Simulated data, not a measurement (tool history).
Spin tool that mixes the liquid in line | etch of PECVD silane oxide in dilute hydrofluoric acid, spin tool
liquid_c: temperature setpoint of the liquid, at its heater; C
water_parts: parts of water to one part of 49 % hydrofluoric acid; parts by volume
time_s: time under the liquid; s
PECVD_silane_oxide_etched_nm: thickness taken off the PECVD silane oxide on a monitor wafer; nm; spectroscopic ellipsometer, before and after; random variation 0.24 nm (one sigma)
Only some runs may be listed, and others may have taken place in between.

run  hour  liquid_c  water_parts  time_s  PECVD_silane_oxide_etched_nm
  1   0.0      23.0          140      30                        6.3631
  2   8.4      23.0          140      20                        4.2533
  3  15.4      24.5          120      20                        5.3634
  4  20.7      21.5          120      20                        4.7014
  5  24.9      23.5          120      20                        5.2205
  6  31.6      27.0          120      20                        5.8743
  7  38.5      31.0           65      30                       20.5610

Run 8 is up next; what results do you expect?
  8  47.3      31.0           60      30                             ?

Logged for run 8: PECVD_silane_oxide_etched_nm 22.1960 nm.
